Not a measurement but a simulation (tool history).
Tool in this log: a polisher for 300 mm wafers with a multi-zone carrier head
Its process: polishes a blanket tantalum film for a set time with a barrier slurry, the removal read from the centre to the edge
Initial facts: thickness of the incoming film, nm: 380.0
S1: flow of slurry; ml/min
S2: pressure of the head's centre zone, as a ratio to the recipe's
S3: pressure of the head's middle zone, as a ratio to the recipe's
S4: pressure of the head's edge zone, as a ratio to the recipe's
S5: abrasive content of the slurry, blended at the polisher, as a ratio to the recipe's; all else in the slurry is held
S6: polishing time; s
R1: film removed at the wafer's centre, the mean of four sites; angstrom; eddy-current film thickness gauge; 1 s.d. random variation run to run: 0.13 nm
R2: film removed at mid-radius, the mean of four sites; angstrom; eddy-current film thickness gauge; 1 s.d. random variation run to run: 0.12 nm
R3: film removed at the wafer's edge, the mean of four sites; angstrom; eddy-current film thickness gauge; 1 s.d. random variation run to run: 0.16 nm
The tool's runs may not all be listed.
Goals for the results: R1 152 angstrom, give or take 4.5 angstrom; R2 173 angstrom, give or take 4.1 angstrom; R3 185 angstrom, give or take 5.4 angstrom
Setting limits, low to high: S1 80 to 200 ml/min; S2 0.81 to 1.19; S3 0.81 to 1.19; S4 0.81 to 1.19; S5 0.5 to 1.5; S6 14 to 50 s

Run 1, day 0: S1 130 ml/min, S2 1, S3 1, S4 1, S5 1, S6 32 s. Result: R1 259.45 angstrom, R2 254.79 angstrom, R3 252.52 angstrom.
Run 2, day 0.125: S1 130 ml/min, S2 1, S3 1, S4 1.04, S5 1, S6 32 s. Result: R1 257.76 angstrom, R2 257.26 angstrom, R3 257.93 angstrom.
Run 3, day 0.279: S1 110 ml/min, S2 1, S3 1, S4 1.04, S5 1, S6 32 s. Result: R1 247.7 angstrom, R2 245.47 angstrom, R3 254.08 angstrom.
Run 4, day 0.475: S1 110 ml/min, S2 1, S3 1, S4 1.04, S5 1.2, S6 32 s. Result: R1 260.74 angstrom, R2 257.43 angstrom, R3 264.11 angstrom.
Run 5, day 0.625: S1 110 ml/min, S2 1, S3 1, S4 1.04, S5 1.2, S6 25 s. Result: R1 206.69 angstrom, R2 203.51 angstrom, R3 207.83 angstrom.
Run 6, day 0.767: S1 110 ml/min, S2 1, S3 1, S4 0.95, S5 1.2, S6 25 s. Result: R1 208.3 angstrom, R2 202.3 angstrom, R3 197.79 angstrom.
Run 7, day 0.862: S1 105 ml/min, S2 0.97, S3 0.99, S4 0.95, S5 1.15, S6 25 s. Result: R1 196.28 angstrom, R2 196.59 angstrom, R3 197.08 angstrom.
Run 8, day 1.008: S1 100 ml/min, S2 0.95, S3 0.98, S4 0.94, S5 1.15, S6 25 s. Result: R1 189.48 angstrom, R2 196.8 angstrom, R3 194.57 angstrom.
Run 9, day 1.325: S1 100 ml/min, S2 0.93, S3 0.96, S4 0.94, S5 1.15, S6 25 s. Result: R1 187.37 angstrom, R2 191.14 angstrom, R3 192.99 angstrom.
Run 10, day 1.392: S1 95 ml/min, S2 0.91, S3 0.95, S4 0.95, S5 1.1, S6 25 s. Result: R1 178.63 angstrom, R2 186.77 angstrom, R3 190.04 angstrom.
Run 11, day 1.75: S1 95 ml/min, S2 0.91, S3 0.95, S4 0.95, S5 1.1, S6 25 s. Result: R1 181.09 angstrom, R2 185.32 angstrom, R3 188.48 angstrom.

Which single option among these 5 for the next run brings every result within its allowed miss of target? Just one does.
Run A, day 2.108: S1 120 ml/min, S2 0.89, S3 1.01, S4 0.89, S5 1, S6 23 s. Result: R1 ?, R2 ?, R3 ?.
Run B, day 2.108: S1 100 ml/min, S2 1.02, S3 0.98, S4 0.88, S5 1, S6 26 s. Result: R1 ?, R2 ?, R3 ?.
Run C, day 2.108: S1 135 ml/min, S2 0.86, S3 0.97, S4 0.88, S5 1.2, S6 22 s. Result: R1 ?, R2 ?, R3 ?.
Run D, day 2.108: S1 80 ml/min, S2 0.85, S3 0.95, S4 1.02, S5 1.15, S6 25 s. Result: R1 ?, R2 ?, R3 ?.
Run E, day 2.108: S1 80 ml/min, S2 0.87, S3 1, S4 1.09, S5 1.15, S6 23 s. Result: R1 ?, R2 ?, R3 ?.

move      R1      R2      R3
   A  164.38  181.13  172.46
   B  202.75  193.04  189.65
   C   163.8  179.57  175.03
   D  163.18  180.12  197.41
   E  153.38  172.98  187.57
A: gains on the last run, yet a result remains outside its allowed miss
B: the biggest miss grows against the last run
C: gains on the last run, yet a result remains outside its allowed miss
D: gains on the last run, yet a result remains outside its allowed miss
E: every result within its allowed miss
Answer: E
